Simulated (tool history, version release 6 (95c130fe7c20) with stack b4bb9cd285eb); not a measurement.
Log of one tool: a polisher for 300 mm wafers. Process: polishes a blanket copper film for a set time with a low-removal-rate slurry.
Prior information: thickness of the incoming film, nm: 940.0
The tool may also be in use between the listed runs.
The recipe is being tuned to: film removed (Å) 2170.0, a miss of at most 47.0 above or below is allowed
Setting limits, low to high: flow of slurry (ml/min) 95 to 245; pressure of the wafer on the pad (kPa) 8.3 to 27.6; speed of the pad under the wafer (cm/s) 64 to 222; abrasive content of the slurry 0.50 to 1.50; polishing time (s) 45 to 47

| run | hour | flow of slurry (ml/min) | pressure of the wafer on the pad (kPa) | speed of the pad under the wafer (cm/s) | abrasive content of the slurry | polishing time (s) | film removed (Å) |
|---|---|---|---|---|---|---|---|
| 1 | 0.0 | 155 | 17.9 | 142 | 1.00 | 45 | 1860.6 |
| 2 | 1.7 | 160 | 17.9 | 142 | 1.00 | 45 | 1884.6 |
| 3 | 4.0 | 165 | 17.9 | 142 | 1.00 | 45 | 1863.2 |
| 4 | 4.7 | 165 | 18.6 | 142 | 1.00 | 45 | 1951.2 |
| 5 | 11.4 | 170 | 18.6 | 142 | 1.00 | 45 | 1943.2 |
| 6 | 16.7 | 170 | 20.0 | 142 | 1.00 | 45 | 2115.3 |
| 7 | 17.8 | 175 | 20.0 | 142 | 1.00 | 45 | 2121.7 |
| 8 | 19.0 | 180 | 20.0 | 142 | 1.00 | 45 | 2101.8 |

Consider the 5 candidate settings below. Which is the only one whose results all fall within their allowed miss of target?
| A | 20.2 | 175 | 20.7 | 136 | 1.05 | 46 | ? |
| B | 20.2 | 210 | 19.3 | 134 | 1.05 | 46 | ? |
| C | 20.2 | 180 | 18.6 | 140 | 1.10 | 47 | ? |
| D | 20.2 | 200 | 18.6 | 136 | 1.20 | 47 | ? |
| E | 20.2 | 140 | 16.5 | 174 | 1.05 | 45 | ? |

| move | film removed (Å) |
|---|---|
| A | 2144.0 |
| B | 2029.8 |
| C | 2058.0 |
| D | 2061.7 |
| E | 2059.8 |
A: every result within its allowed miss
B: the biggest miss grows against the last run
C: the biggest miss grows against the last run
D: the biggest miss grows against the last run
E: the biggest miss grows against the last run
The right move is A.

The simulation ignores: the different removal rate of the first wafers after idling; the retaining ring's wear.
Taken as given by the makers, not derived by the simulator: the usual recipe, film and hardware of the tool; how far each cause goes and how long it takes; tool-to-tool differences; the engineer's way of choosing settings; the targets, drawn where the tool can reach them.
